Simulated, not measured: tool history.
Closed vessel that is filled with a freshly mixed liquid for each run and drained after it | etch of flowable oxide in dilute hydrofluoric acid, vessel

| run | hour | temperature setpoint of the liquid (K) | parts of water to one part of 49 % hydrofluoric acid (parts by volume) | time in the liquid (s) | thickness taken off the flowable oxide on a monitor wafer (angstrom) |
|---|---|---|---|---|---|
| 1 | 0.0 | 299.15 | 280 | 30 | 38.577 |
| 2 | 9.0 | 299.15 | 280 | 30 | 38.568 |
| 3 | 10.2 | 301.65 | 235 | 30 | 52.583 |
| 4 | 12.9 | 300.15 | 235 | 30 | 49.457 |
| 5 | 18.7 | 302.15 | 205 | 30 | 63.156 |
| 6 | 20.9 | 305.65 | 205 | 30 | 70.596 |
| 7 | 23.5 | 306.15 | 190 | 30 | 79.848 |

Run 8 comes next. What will it give?
| 8 | 32.7 | 306.65 | 180 | 30 | ? |

Run 8 gave thickness taken off the flowable oxide on a monitor wafer (angstrom) 87.081.
